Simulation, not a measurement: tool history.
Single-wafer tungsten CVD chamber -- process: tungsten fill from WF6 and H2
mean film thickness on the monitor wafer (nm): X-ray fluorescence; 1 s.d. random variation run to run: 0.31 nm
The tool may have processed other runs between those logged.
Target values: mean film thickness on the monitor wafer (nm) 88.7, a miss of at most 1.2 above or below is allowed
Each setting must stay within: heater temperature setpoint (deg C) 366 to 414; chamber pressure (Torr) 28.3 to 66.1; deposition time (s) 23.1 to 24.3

| run | hour | heater temperature setpoint (deg C) | chamber pressure (Torr) | deposition time (s) | mean film thickness on the monitor wafer (nm) |
|---|---|---|---|---|---|
| 1 | 0 | 390 | 47.2 | 24.3 | 80.141 |
| 2 | 6.8 | 390 | 41.8 | 24.3 | 76.869 |
| 3 | 12.6 | 391 | 41.8 | 24.3 | 78.838 |
| 4 | 17.3 | 392 | 41.8 | 24.3 | 80.88 |
| 5 | 18.9 | 393 | 41.8 | 24.3 | 82.828 |
| 6 | 25 | 386 | 41.8 | 24.3 | 71.001 |
| 7 | 26.5 | 387 | 41.8 | 24.3 | 72.389 |
| 8 | 32.9 | 388 | 41.8 | 24.3 | 74.241 |
|  | 35.2 | thermocouple changed; heater temperature recalibrated |
| 9 | 35.2 | 389 | 41.8 | 24.3 | 68.314 |
| 10 | 39.4 | 390 | 41.8 | 24.3 | 70.137 |
| 11 | 43.2 | 402 | 42.1 | 24.3 | 90.842 |

Which of these 4 next moves meets every target?
| A | 47 | 407 | 40.2 | 23.1 | ? |
| B | 47 | 400 | 45 | 24.3 | ? |
| C | 47 | 402 | 42.4 | 24.3 | ? |
| D | 47 | 402 | 39.1 | 23.7 | ? |

| move | mean film thickness on the monitor wafer (nm) |
|---|---|
| A | 94.222 |
| B | 88.851 |
| C | 91.015 |
| D | 86.842 |
A: the biggest miss grows against the last run
B: all results land within tolerance of their targets
C: the biggest miss grows against the last run
D: pushes the last run's worst result past its target
Go with B: it meets all targets.
